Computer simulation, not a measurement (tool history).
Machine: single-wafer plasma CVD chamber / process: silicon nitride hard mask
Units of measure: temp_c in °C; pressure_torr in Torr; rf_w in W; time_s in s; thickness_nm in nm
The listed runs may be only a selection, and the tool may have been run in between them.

Run 1, hour 0: temp_c 425 °C, pressure_torr 1.78 Torr, rf_w 395 W, time_s 61 s. Result: thickness_nm 91.512 nm.
Run 2, hour 4.3: temp_c 425 °C, pressure_torr 1.72 Torr, rf_w 395 W, time_s 61 s. Result: thickness_nm 90.433 nm.
Run 3, hour 6.6: temp_c 425 °C, pressure_torr 1.67 Torr, rf_w 395 W, time_s 61 s. Result: thickness_nm 89.951 nm.
Run 4, hour 11.1: temp_c 425 °C, pressure_torr 1.62 Torr, rf_w 395 W, time_s 61 s. Result: thickness_nm 89.225 nm.
Run 5, hour 14.6: temp_c 425 °C, pressure_torr 1.74 Torr, rf_w 395 W, time_s 61 s. Result: thickness_nm 91.377 nm.
Run 6, hour 21: temp_c 425 °C, pressure_torr 1.69 Torr, rf_w 395 W, time_s 61 s. Result: thickness_nm 90.57 nm.
Run 7, hour 24.1: temp_c 425 °C, pressure_torr 1.33 Torr, rf_w 385 W, time_s 61 s. Result: thickness_nm 81.678 nm.

Run 8 has not been measured yet. What should we expect?
Run 8, hour 27.6: temp_c 425 °C, pressure_torr 1.35 Torr, rf_w 385 W, time_s 61 s. Result: thickness_nm ?.

thickness_nm: 82.789 nm
